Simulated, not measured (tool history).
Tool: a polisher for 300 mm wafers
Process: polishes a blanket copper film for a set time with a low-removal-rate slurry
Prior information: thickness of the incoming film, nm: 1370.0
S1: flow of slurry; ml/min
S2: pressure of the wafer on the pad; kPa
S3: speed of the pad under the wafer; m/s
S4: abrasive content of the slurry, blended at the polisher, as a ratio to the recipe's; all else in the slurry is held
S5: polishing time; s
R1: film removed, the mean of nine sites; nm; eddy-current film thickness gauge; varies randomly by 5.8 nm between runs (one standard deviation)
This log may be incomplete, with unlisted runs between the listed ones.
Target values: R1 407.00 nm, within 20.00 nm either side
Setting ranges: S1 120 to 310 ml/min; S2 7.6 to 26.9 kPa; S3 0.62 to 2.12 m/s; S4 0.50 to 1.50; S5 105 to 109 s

run	hour	S1	S2	S3	S4	S5	R1
1	0.0	200	17.2	1.36	1.00	105	299.85
2	1.2	200	18.6	1.36	1.00	105	309.63
3	2.2	200	18.6	1.36	0.85	105	290.79
4	3.3	200	20.7	1.38	0.85	105	323.24
5	8.9	200	20.7	1.20	0.85	105	299.36
# hour 17.0: head pressure recalibrated
6	17.0	200	23.4	1.20	0.85	105	313.51
7	18.7	200	24.1	1.26	0.85	105	318.91
8	24.0	200	24.8	1.36	0.85	105	356.56
9	29.0	200	25.5	1.40	0.85	105	364.92
10	31.1	200	26.2	1.44	0.85	105	381.47

Next run, 4 choices. One meets every target within its allowed miss, the rest don't. Which?
A	33.2	225	26.2	1.16	0.95	105	?
B	33.2	215	26.2	1.36	0.70	105	?
C	33.2	240	26.9	1.50	0.65	109	?
D	33.2	215	24.8	1.32	0.85	105	?

move	R1
A	334.39
B	350.58
C	400.55
D	347.30
A: the biggest miss grows against the last run
B: the biggest miss grows against the last run
C: in spec on every target
D: the biggest miss grows against the last run
Move C is the one to make.
